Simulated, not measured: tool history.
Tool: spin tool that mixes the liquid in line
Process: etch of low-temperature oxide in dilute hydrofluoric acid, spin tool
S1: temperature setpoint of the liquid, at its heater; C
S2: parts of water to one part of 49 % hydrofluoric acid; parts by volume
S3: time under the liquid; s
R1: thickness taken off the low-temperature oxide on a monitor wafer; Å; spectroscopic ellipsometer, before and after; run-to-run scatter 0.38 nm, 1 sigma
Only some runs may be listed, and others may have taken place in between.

{"run": 1, "hour": 0.0, "S1": 21.0, "S2": 155, "S3": 320, "R1": 652.53}
{"run": 2, "hour": 5.8, "S1": 24.0, "S2": 155, "S3": 320, "R1": 731.74}
{"run": 3, "hour": 6.4, "S1": 21.0, "S2": 155, "S3": 320, "R1": 649.35}
{"run": 4, "hour": 7.4, "S1": 22.5, "S2": 155, "S3": 320, "R1": 697.08}
{"run": 5, "hour": 11.3, "S1": 25.5, "S2": 155, "S3": 320, "R1": 793.57}
{"run": 6, "hour": 12.0, "S1": 23.0, "S2": 155, "S3": 320, "R1": 712.89}
{"run": 7, "hour": 14.5, "S1": 22.0, "S2": 160, "S3": 320, "R1": 666.93}

Predict the results of run 8:
{"run": 8, "hour": 19.1, "S1": 21.0, "S2": 165, "S3": 320, "R1": "?"}

R1: 613.51 Å

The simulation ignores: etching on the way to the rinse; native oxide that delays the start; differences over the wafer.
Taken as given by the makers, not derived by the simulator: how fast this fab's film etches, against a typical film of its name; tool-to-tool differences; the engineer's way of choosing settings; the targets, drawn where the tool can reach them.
